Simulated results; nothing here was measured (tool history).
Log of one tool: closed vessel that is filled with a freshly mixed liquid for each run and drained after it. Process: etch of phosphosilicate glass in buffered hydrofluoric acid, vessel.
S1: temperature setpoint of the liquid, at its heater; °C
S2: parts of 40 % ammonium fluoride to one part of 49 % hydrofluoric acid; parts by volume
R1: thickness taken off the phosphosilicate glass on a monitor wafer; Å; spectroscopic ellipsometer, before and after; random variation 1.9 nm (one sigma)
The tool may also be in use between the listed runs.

Run 1, hour 0.0: S1 23.0 °C, S2 9.0 parts by volume, time in the liquid (s) 90. Result: R1 3379.6 Å.
Run 2, hour 5.5: S1 23.0 °C, S2 7.0 parts by volume, time in the liquid (s) 90. Result: R1 4369.2 Å.
Run 3, hour 8.0: S1 22.5 °C, S2 7.5 parts by volume, time in the liquid (s) 90. Result: R1 3962.5 Å.
Run 4, hour 11.3: S1 22.5 °C, S2 9.0 parts by volume, time in the liquid (s) 90. Result: R1 3289.2 Å.
Run 5, hour 19.1: S1 22.5 °C, S2 7.5 parts by volume, time in the liquid (s) 90. Result: R1 3925.8 Å.
Run 6, hour 24.5: S1 25.0 °C, S2 7.5 parts by volume, time in the liquid (s) 90. Result: R1 4522.6 Å.
Run 7, hour 26.2: S1 24.0 °C, S2 8.0 parts by volume, time in the liquid (s) 90. Result: R1 4032.1 Å.

Run 8 comes next. What will it give?
Run 8, hour 28.4: S1 20.0 °C, S2 10.5 parts by volume, time in the liquid (s) 90. Result: R1 ?.

R1: 2513.8 Å

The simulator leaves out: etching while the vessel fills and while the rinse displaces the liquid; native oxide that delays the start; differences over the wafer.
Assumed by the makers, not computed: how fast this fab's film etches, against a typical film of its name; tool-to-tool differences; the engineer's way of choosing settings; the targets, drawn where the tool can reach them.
